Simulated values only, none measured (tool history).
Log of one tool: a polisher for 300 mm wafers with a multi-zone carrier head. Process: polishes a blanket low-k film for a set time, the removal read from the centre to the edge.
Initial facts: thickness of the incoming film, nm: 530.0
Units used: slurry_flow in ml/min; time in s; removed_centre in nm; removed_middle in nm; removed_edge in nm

run	day	slurry_flow	centre_zone	middle_zone	edge_zone	slurry_solids	time	removed_centre	removed_middle	removed_edge
1	0.000	195	1.00	1.00	1.00	1.00	43	14.368	14.919	14.743
2	0.058	195	0.95	1.00	1.00	1.00	43	13.629	14.768	14.490
3	0.346	210	1.02	1.02	1.00	1.05	43	15.325	15.497	14.899
4	0.688	210	1.05	1.04	1.02	1.15	43	16.635	16.326	15.718
# day 1.054: slurry nozzle cleaned
5	1.054	210	1.05	1.12	1.02	1.15	43	17.623	18.056	16.845
6	1.429	210	1.05	1.12	1.02	1.15	33	13.503	13.791	12.643
7	1.779	220	1.08	1.14	1.04	1.25	34	15.059	15.384	13.577
8	1.950	205	1.11	1.14	1.07	1.35	36	16.743	16.429	15.024
9	2.196	205	1.13	1.15	1.09	1.40	37	17.677	17.362	16.079

Run 10 is up next; what results do you expect?
10	2.483	215	1.15	1.15	1.10	1.45	37	?	?	?

For run 10 the tool returned removed_centre 18.400 nm, removed_middle 17.918 nm, removed_edge 16.321 nm.

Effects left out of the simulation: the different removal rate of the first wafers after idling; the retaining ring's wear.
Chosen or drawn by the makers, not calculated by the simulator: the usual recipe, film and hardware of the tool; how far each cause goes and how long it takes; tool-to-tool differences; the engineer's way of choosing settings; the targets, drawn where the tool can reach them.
